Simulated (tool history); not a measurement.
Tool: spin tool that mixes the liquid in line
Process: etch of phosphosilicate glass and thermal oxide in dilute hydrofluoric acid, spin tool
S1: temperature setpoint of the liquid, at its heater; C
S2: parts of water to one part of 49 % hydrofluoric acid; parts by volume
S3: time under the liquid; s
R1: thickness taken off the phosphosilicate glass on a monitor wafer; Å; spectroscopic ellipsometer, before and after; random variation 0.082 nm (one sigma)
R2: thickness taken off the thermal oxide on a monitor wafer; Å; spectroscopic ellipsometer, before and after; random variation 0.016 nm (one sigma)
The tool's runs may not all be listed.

run 1 hour=0 | S1=24 S2=95 S3=30 | R1=296.59 R2=13.358
run 2 hour=5.2 | S1=23 S2=95 S3=30 | R1=285.6 R2=12.745
run 3 hour=12.6 | S1=22 S2=95 S3=30 | R1=274.96 R2=12.311
run 4 hour=17 | S1=22 S2=65 S3=30 | R1=417.77 R2=18.522
run 5 hour=25.1 | S1=21.5 S2=70 S3=30 | R1=380.04 R2=16.754
-- hour=27.7 hydrofluoric acid flow meter replaced
run 6 hour=27.7 | S1=21 S2=75 S3=30 | R1=378.21 R2=17.288
run 7 hour=34.1 | S1=21.5 S2=80 S3=30 | R1=360.77 R2=15.926
run 8 hour=40.1 | S1=22 S2=85 S3=30 | R1=341.73 R2=15.314
run 9 hour=45.5 | S1=22.5 S2=90 S3=30 | R1=331.11 R2=15.194

Forecast run 10:
run 10 hour=47.5 | S1=22 S2=95 S3=30 | R1=? R2=?

{"run 10": {"R1": 305.18, "R2": 13.143}}
